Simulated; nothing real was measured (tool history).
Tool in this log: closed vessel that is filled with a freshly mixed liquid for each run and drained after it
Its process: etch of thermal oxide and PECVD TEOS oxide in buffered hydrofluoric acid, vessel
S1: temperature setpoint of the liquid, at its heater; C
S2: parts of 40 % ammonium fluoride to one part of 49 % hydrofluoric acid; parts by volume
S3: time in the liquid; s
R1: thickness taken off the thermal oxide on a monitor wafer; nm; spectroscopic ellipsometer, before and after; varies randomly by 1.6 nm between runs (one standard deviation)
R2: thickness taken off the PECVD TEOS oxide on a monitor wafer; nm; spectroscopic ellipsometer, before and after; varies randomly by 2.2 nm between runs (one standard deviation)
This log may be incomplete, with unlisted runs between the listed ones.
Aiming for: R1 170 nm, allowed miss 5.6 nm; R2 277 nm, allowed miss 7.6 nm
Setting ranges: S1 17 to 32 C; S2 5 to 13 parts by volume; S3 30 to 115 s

run  hour    S1   S2  S3      R1      R2
  1     0    25    8  60  86.126  137.73
  2   2.2  25.5  7.5  60  95.768  154.09
  3   6.9  25.5  8.5  60  83.409  136.05
  4   8.8  25.5  6.5  60  108.81  180.48
  5  10.6  25.5  5.5  60  129.42  209.31
  6  15.4    26  5.5  60  131.51  216.09
  7  24.4  26.5  5.5  60  134.09  217.94
       30  -- hydrofluoric acid flow meter replaced
  8    30  26.5  5.5  60  147.27   234.1
  9  37.5    27    5  60  163.27  266.27
 10  41.5    27    5  60  164.16  262.19

Which of these 5 next moves meets every target?
  A  45.5  25.5   5   60   ?   ?
  B  45.5    17   5  115   ?   ?
  C  45.5  20.5   5   85   ?   ?
  D  45.5  21.5   5   80   ?   ?
  E  45.5  31.5   5   50   ?   ?

move      R1      R2
   A  150.91  242.43
   B  180.67  290.23
   C  162.62  261.24
   D  161.78  259.89
   E  172.61  277.29
A: misses by more than the last run did
B: the result that was furthest off in the last run now lies on the other side of its target
C: misses by more than the last run did
D: misses by more than the last run did
E: meets every target
The move that meets every target is E.
